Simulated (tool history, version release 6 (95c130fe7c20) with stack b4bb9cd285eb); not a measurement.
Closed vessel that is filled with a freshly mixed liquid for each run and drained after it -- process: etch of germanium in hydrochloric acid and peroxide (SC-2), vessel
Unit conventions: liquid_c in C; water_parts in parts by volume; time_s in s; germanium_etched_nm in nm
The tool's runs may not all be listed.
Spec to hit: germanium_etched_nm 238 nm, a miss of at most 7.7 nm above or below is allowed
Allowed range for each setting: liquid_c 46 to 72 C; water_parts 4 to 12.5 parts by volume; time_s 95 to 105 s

| run | hour | liquid_c | water_parts | time_s | germanium_etched_nm |
|---|---|---|---|---|---|
| 1 | 0 | 62 | 7 | 95 | 191.98 |
| 2 | 6.4 | 63 | 7 | 95 | 194.96 |
| 3 | 14.3 | 64 | 7 | 95 | 203.65 |
| 4 | 21.5 | 64.5 | 7 | 95 | 209.9 |
| 5 | 22.6 | 64.5 | 7 | 95 | 208.23 |
| 6 | 27.5 | 58.5 | 7 | 95 | 173.51 |
| 7 | 29.3 | 60 | 7 | 95 | 183.71 |
| 8 | 38 | 61 | 7 | 95 | 187.7 |
| 9 | 45.3 | 62 | 7 | 95 | 198.04 |
| 10 | 49.4 | 63 | 7 | 95 | 198.34 |
| 11 | 53.4 | 64 | 7 | 95 | 208.05 |
| 12 | 57.6 | 64.5 | 7 | 95 | 210.42 |
| 13 | 64.7 | 65 | 7 | 95 | 213.98 |
| 14 | 72.9 | 65.5 | 7 | 95 | 212.77 |
| 15 | 73.8 | 66 | 7 | 95 | 218.17 |

Below are 5 possible settings for the next run. Only one of them brings all results inside the allowed miss of their targets. Which is it?
| A | 74.7 | 65 | 9 | 100 | ? |
| B | 74.7 | 64.5 | 7.5 | 100 | ? |
| C | 74.7 | 63 | 6 | 105 | ? |
| D | 74.7 | 69 | 7.5 | 95 | ? |
| E | 74.7 | 67 | 7.5 | 95 | ? |

| move | germanium_etched_nm |
|---|---|
| A | 217.32 |
| B | 217.73 |
| C | 222.01 |
| D | 235.12 |
| E | 222.21 |
A: about as far from the targets as the last run
B: about as far from the targets as the last run
C: moves toward the targets from the last run without getting all of them in spec
D: each result inside its tolerance
E: moves toward the targets from the last run without getting all of them in spec
D is the move that brings every result within its allowed miss.
